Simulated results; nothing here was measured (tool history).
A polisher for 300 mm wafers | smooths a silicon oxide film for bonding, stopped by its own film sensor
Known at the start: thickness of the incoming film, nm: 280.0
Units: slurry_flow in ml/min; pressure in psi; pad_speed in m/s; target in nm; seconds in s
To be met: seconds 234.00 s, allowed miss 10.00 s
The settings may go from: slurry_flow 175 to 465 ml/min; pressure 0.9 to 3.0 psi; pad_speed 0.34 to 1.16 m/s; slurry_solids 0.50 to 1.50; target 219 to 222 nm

run 1 day=0.000 | slurry_flow=295 pressure=1.9 pad_speed=0.74 slurry_solids=1.00 target=222 | seconds=133.42
run 2 day=0.246 | slurry_flow=295 pressure=1.7 pad_speed=0.74 slurry_solids=1.00 target=222 | seconds=150.22
run 3 day=0.454 | slurry_flow=295 pressure=1.7 pad_speed=0.74 slurry_solids=0.85 target=222 | seconds=167.96
run 4 day=0.575 | slurry_flow=295 pressure=1.7 pad_speed=0.64 slurry_solids=0.85 target=222 | seconds=182.22
run 5 day=0.708 | slurry_flow=295 pressure=1.6 pad_speed=0.64 slurry_solids=0.85 target=222 | seconds=193.20
run 6 day=0.800 | slurry_flow=295 pressure=1.6 pad_speed=0.80 slurry_solids=0.85 target=222 | seconds=174.69
run 7 day=0.858 | slurry_flow=295 pressure=1.5 pad_speed=0.80 slurry_solids=0.85 target=222 | seconds=183.89
run 8 day=1.129 | slurry_flow=295 pressure=1.0 pad_speed=0.78 slurry_solids=0.85 target=222 | seconds=271.62
run 9 day=1.254 | slurry_flow=295 pressure=1.1 pad_speed=0.78 slurry_solids=0.85 target=222 | seconds=252.36

5 next moves are on the table. One of them brings every result within its allowed miss. Which?
run A day=1.379 | slurry_flow=270 pressure=1.5 pad_speed=0.50 slurry_solids=0.70 target=222 | seconds=?
run B day=1.379 | slurry_flow=315 pressure=1.1 pad_speed=0.74 slurry_solids=0.90 target=219 | seconds=?
run C day=1.379 | slurry_flow=360 pressure=1.0 pad_speed=0.54 slurry_solids=1.00 target=222 | seconds=?
run D day=1.379 | slurry_flow=310 pressure=1.2 pad_speed=0.68 slurry_solids=0.80 target=222 | seconds=?
run E day=1.379 | slurry_flow=295 pressure=1.5 pad_speed=0.78 slurry_solids=0.70 target=220 | seconds=?

move=A seconds=295.23
move=B seconds=260.63
move=C seconds=297.52
move=D seconds=265.50
move=E seconds=235.71
A: further off than the last run
B: further off than the last run
C: further off than the last run
D: further off than the last run
E: meets every target
Move E is the one to make.
